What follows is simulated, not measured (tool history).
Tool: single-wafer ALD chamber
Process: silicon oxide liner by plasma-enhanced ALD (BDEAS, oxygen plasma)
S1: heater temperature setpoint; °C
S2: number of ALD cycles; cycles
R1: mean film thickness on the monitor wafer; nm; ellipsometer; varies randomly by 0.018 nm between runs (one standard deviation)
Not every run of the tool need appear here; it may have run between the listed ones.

run 1 hour=0 | S1=320 S2=31 | R1=2.6076
run 2 hour=5.7 | S1=319 S2=33 | R1=2.8061
run 3 hour=6.4 | S1=319 S2=30 | R1=2.5621
run 4 hour=13.9 | S1=317 S2=32 | R1=2.7326
run 5 hour=22.3 | S1=315 S2=33 | R1=2.8147
run 6 hour=29.8 | S1=305 S2=33 | R1=2.8651
run 7 hour=34.7 | S1=305 S2=34 | R1=2.9488

Run 8 comes next. What will it give?
run 8 hour=40.7 | S1=305 S2=35 | R1=?

For run 8 the tool returned R1 3.0384 nm.

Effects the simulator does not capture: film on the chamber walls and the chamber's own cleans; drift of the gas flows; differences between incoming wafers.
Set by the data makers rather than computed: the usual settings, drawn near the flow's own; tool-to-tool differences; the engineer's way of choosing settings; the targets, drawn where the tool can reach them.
